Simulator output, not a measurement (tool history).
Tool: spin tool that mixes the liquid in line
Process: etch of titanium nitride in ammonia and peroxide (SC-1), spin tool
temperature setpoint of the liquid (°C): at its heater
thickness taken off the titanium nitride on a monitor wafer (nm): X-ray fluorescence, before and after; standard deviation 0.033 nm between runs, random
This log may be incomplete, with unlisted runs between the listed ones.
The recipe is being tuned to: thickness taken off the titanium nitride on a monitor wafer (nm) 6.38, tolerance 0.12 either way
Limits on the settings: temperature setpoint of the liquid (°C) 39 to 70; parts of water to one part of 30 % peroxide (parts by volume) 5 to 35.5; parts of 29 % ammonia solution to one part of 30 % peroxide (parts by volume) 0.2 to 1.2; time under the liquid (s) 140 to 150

| run | hour | temperature setpoint of the liquid (°C) | parts of water to one part of 30 % peroxide (parts by volume) | parts of 29 % ammonia solution to one part of 30 % peroxide (parts by volume) | time under the liquid (s) | thickness taken off the titanium nitride on a monitor wafer (nm) |
|---|---|---|---|---|---|---|
| 1 | 0 | 55 | 19.5 | 0.9 | 140 | 8.2782 |
| 2 | 5.8 | 55 | 24 | 0.9 | 140 | 7.4356 |
| 3 | 14.4 | 55 | 24 | 1.2 | 140 | 7.8677 |
| 4 | 22.7 | 55 | 24 | 1.2 | 140 | 7.7808 |
| 5 | 29.1 | 55 | 24 | 1.2 | 140 | 7.7697 |
| 6 | 35.1 | 54 | 24 | 1.2 | 140 | 7.2424 |
| 7 | 42.7 | 53.5 | 24 | 1.2 | 140 | 7.0235 |
| 8 | 49.3 | 53 | 24 | 1.2 | 140 | 6.7962 |
| 9 | 50.1 | 52.5 | 24 | 1.2 | 140 | 6.531 |

Pick the move, out of 5, that brings all results within their allowed miss; only one does.
| A | 50.9 | 51 | 22.5 | 1.2 | 150 | ? |
| B | 50.9 | 51.5 | 20.5 | 1.2 | 140 | ? |
| C | 50.9 | 54 | 27 | 1.15 | 140 | ? |
| D | 50.9 | 50.5 | 19.5 | 1.15 | 150 | ? |
| E | 50.9 | 51 | 23.5 | 1.1 | 150 | ? |

| move | thickness taken off the titanium nitride on a monitor wafer (nm) |
|---|---|
| A | 6.5568 |
| B | 6.6641 |
| C | 6.7493 |
| D | 6.7964 |
| E | 6.3068 |
A: the biggest miss grows against the last run
B: the biggest miss grows against the last run
C: the biggest miss grows against the last run
D: the biggest miss grows against the last run
E: every result lands within tolerance
Correct choice: E, which meets every target
